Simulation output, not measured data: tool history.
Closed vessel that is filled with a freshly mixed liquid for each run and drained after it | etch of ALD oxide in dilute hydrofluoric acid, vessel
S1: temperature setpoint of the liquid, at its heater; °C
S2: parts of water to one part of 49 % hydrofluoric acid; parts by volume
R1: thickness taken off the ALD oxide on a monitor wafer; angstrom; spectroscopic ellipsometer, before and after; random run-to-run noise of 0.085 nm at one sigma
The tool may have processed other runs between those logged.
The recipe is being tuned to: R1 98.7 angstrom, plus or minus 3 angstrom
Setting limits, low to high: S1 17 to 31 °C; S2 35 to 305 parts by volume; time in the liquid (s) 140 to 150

{"run": 1, "hour": 0.0, "S1": 23, "S2": 170, "time in the liquid (s)": 140, "R1": 75.88}
{"run": 2, "hour": 6.2, "S1": 25, "S2": 170, "time in the liquid (s)": 140, "R1": 81.063}
{"run": 3, "hour": 11.1, "S1": 25, "S2": 130, "time in the liquid (s)": 140, "R1": 112.79}
{"run": 4, "hour": 16.6, "S1": 25, "S2": 100, "time in the liquid (s)": 140, "R1": 151.59}
{"run": 5, "hour": 17.9, "S1": 25, "S2": 100, "time in the liquid (s)": 140, "R1": 152.98}
{"run": 6, "hour": 24.1, "S1": 23, "S2": 105, "time in the liquid (s)": 140, "R1": 133.57}
{"hour": 27.1, "done": "thermometer replaced"}
{"run": 7, "hour": 27.1, "S1": 21.5, "S2": 110, "time in the liquid (s)": 140, "R1": 128.27}
{"run": 8, "hour": 32.5, "S1": 20.5, "S2": 115, "time in the liquid (s)": 140, "R1": 115.46}

Next run, 4 choices. One meets every target within its allowed miss, the rest don't. Which?
{"run": "A", "hour": 37.9, "S1": 18, "S2": 130, "time in the liquid (s)": 140, "R1": "?"}
{"run": "B", "hour": 37.9, "S1": 22, "S2": 135, "time in the liquid (s)": 145, "R1": "?"}
{"run": "C", "hour": 37.9, "S1": 17, "S2": 120, "time in the liquid (s)": 150, "R1": "?"}
{"run": "D", "hour": 37.9, "S1": 21, "S2": 135, "time in the liquid (s)": 140, "R1": "?"}

move=A R1=91.71
move=B R1=106.87
move=C R1=103.17
move=D R1=99.176
A: takes the result that was furthest off past its target
B: nearer the targets than the last run, but a result is still out of spec
C: nearer the targets than the last run, but a result is still out of spec
D: hits every target within its allowed miss
Move D is the one to make.

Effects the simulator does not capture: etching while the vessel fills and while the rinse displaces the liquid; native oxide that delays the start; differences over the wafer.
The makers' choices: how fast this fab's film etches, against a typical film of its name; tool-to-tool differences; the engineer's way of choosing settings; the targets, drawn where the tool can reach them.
